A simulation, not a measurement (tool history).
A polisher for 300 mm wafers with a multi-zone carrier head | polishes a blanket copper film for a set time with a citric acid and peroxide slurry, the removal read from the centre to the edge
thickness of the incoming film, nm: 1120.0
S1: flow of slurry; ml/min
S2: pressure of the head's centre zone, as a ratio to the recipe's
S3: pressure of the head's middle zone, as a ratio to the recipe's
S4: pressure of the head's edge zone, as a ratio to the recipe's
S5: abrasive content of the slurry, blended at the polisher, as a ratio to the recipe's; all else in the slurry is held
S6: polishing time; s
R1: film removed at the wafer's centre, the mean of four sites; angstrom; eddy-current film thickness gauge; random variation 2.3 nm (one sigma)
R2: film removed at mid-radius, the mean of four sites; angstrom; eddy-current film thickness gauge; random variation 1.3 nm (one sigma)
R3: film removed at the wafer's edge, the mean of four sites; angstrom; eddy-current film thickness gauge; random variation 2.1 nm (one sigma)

Run 1, hour 0.0: S1 240 ml/min, S2 1.00, S3 1.00, S4 1.00, S5 1.00, S6 54 s. Result: R1 1380.0 angstrom, R2 1404.5 angstrom, R3 1408.1 angstrom.
Run 2, hour 1.1: S1 240 ml/min, S2 1.00, S3 1.00, S4 1.00, S5 1.00, S6 46 s. Result: R1 1201.4 angstrom, R2 1197.2 angstrom, R3 1177.1 angstrom.
Run 3, hour 9.5: S1 245 ml/min, S2 1.02, S3 1.00, S4 1.03, S5 1.10, S6 49 s. Result: R1 1318.9 angstrom, R2 1289.1 angstrom, R3 1308.9 angstrom.
Run 4, hour 11.0: S1 275 ml/min, S2 1.02, S3 1.00, S4 1.03, S5 1.10, S6 49 s. Result: R1 1363.3 angstrom, R2 1322.1 angstrom, R3 1326.9 angstrom.
Run 5, hour 12.7: S1 275 ml/min, S2 1.08, S3 1.00, S4 1.03, S5 1.10, S6 49 s. Result: R1 1433.1 angstrom, R2 1321.3 angstrom, R3 1312.2 angstrom.
Run 6, hour 18.7: S1 240 ml/min, S2 1.08, S3 1.00, S4 1.03, S5 1.10, S6 49 s. Result: R1 1387.5 angstrom, R2 1291.7 angstrom, R3 1311.9 angstrom.
Run 7, hour 22.3: S1 240 ml/min, S2 1.10, S3 1.01, S4 1.05, S5 1.20, S6 51 s. Result: R1 1507.8 angstrom, R2 1377.2 angstrom, R3 1411.0 angstrom.
Run 8, hour 30.5: S1 235 ml/min, S2 1.11, S3 1.02, S4 1.07, S5 1.25, S6 53 s. Result: R1 1593.6 angstrom, R2 1468.7 angstrom, R3 1468.2 angstrom.
Run 9, hour 37.2: S1 230 ml/min, S2 1.11, S3 1.01, S4 1.09, S5 1.30, S6 55 s. Result: R1 1679.5 angstrom, R2 1519.9 angstrom, R3 1578.3 angstrom.
Run 10, hour 44.9: S1 235 ml/min, S2 1.11, S3 1.01, S4 1.11, S5 1.35, S6 56 s. Result: R1 1714.9 angstrom, R2 1550.1 angstrom, R3 1596.4 angstrom.

Run 11, settings as shown, results not yet in. Your forecast:
Run 11, hour 50.3: S1 220 ml/min, S2 1.11, S3 1.01, S4 1.12, S5 1.40, S6 58 s. Result: R1 ?, R2 ?, R3 ?.

{"run 11": {"R1": 1781.7, "R2": 1593.1, "R3": 1683.3}}
